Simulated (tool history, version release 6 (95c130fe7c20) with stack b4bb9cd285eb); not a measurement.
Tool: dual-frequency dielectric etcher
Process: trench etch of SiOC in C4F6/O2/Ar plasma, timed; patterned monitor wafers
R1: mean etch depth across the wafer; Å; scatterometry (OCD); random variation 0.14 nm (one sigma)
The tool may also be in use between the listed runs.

{"run": 1, "hour": 0.0, "source power (kW)": 0.42, "bias power (kW)": 0.162, "etch time (s)": 14.0, "R1": 254.35}
{"run": 2, "hour": 3.4, "source power (kW)": 0.42, "bias power (kW)": 0.178, "etch time (s)": 14.0, "R1": 255.61}
{"run": 3, "hour": 5.2, "source power (kW)": 0.39, "bias power (kW)": 0.178, "etch time (s)": 14.0, "R1": 248.48}
{"run": 4, "hour": 8.0, "source power (kW)": 0.39, "bias power (kW)": 0.178, "etch time (s)": 14.0, "R1": 247.99}
{"run": 5, "hour": 11.5, "source power (kW)": 0.38, "bias power (kW)": 0.176, "etch time (s)": 14.0, "R1": 242.24}
{"run": 6, "hour": 13.2, "source power (kW)": 0.38, "bias power (kW)": 0.176, "etch time (s)": 14.0, "R1": 243.34}
{"hour": 15.6, "done": "wet clean of the chamber"}
{"run": 7, "hour": 15.6, "source power (kW)": 0.37, "bias power (kW)": 0.175, "etch time (s)": 14.0, "R1": 248.97}
{"run": 8, "hour": 23.7, "source power (kW)": 0.36, "bias power (kW)": 0.165, "etch time (s)": 14.0, "R1": 242.23}
{"run": 9, "hour": 26.1, "source power (kW)": 0.36, "bias power (kW)": 0.165, "etch time (s)": 14.0, "R1": 239.28}

The next listed run, before its measurement:
{"run": 10, "hour": 27.1, "source power (kW)": 0.35, "bias power (kW)": 0.163, "etch time (s)": 14.0, "R1": "?"}

R1: 233.33 Å

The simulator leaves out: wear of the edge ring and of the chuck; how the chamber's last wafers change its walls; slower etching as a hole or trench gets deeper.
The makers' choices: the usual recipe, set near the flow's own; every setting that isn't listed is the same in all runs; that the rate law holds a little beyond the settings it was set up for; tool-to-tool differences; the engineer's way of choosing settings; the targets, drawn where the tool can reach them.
